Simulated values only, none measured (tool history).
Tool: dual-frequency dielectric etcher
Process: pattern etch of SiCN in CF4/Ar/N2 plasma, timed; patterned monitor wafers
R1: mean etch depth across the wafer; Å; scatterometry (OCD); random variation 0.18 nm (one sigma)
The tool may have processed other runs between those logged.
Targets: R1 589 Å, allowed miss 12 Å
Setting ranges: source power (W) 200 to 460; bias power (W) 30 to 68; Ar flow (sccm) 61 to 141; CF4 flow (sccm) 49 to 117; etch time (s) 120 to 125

run 1 hour=0 | source_power_(W)=330 bias_power_(W)=49 Ar_flow_(sccm)=101 CF4_flow_(sccm)=83 etch_time_(s)=120 | R1=645.1
run 2 hour=7.8 | source_power_(W)=320 bias_power_(W)=49 Ar_flow_(sccm)=101 CF4_flow_(sccm)=83 etch_time_(s)=120 | R1=620.77
run 3 hour=10.9 | source_power_(W)=320 bias_power_(W)=49 Ar_flow_(sccm)=101 CF4_flow_(sccm)=89 etch_time_(s)=120 | R1=636.9
run 4 hour=19.6 | source_power_(W)=310 bias_power_(W)=49 Ar_flow_(sccm)=101 CF4_flow_(sccm)=89 etch_time_(s)=120 | R1=612.16
run 5 hour=25.6 | source_power_(W)=350 bias_power_(W)=49 Ar_flow_(sccm)=101 CF4_flow_(sccm)=89 etch_time_(s)=120 | R1=694.95
run 6 hour=28.8 | source_power_(W)=350 bias_power_(W)=49 Ar_flow_(sccm)=90 CF4_flow_(sccm)=89 etch_time_(s)=120 | R1=703.21
run 7 hour=31.3 | source_power_(W)=330 bias_power_(W)=49 Ar_flow_(sccm)=90 CF4_flow_(sccm)=89 etch_time_(s)=120 | R1=662.9
run 8 hour=32.6 | source_power_(W)=320 bias_power_(W)=49 Ar_flow_(sccm)=90 CF4_flow_(sccm)=89 etch_time_(s)=120 | R1=640.88
run 9 hour=35.1 | source_power_(W)=310 bias_power_(W)=49 Ar_flow_(sccm)=90 CF4_flow_(sccm)=89 etch_time_(s)=120 | R1=622

Which of these 4 next moves meets every target?
run A hour=37.6 | source_power_(W)=300 bias_power_(W)=42 Ar_flow_(sccm)=90 CF4_flow_(sccm)=80 etch_time_(s)=124 | R1=?
run B hour=37.6 | source_power_(W)=340 bias_power_(W)=43 Ar_flow_(sccm)=86 CF4_flow_(sccm)=74 etch_time_(s)=120.5 | R1=?
run C hour=37.6 | source_power_(W)=280 bias_power_(W)=64 Ar_flow_(sccm)=88 CF4_flow_(sccm)=81 etch_time_(s)=125 | R1=?
run D hour=37.6 | source_power_(W)=300 bias_power_(W)=45 Ar_flow_(sccm)=93 CF4_flow_(sccm)=92 etch_time_(s)=125 | R1=?

move=A R1=585.26
move=B R1=650.99
move=C R1=619.06
move=D R1=611.64
A: in spec on every target
B: moves away from the targets compared with the last run
C: closes in on the targets versus the last run, not all within tolerance yet
D: closes in on the targets versus the last run, not all within tolerance yet
A meets every target.
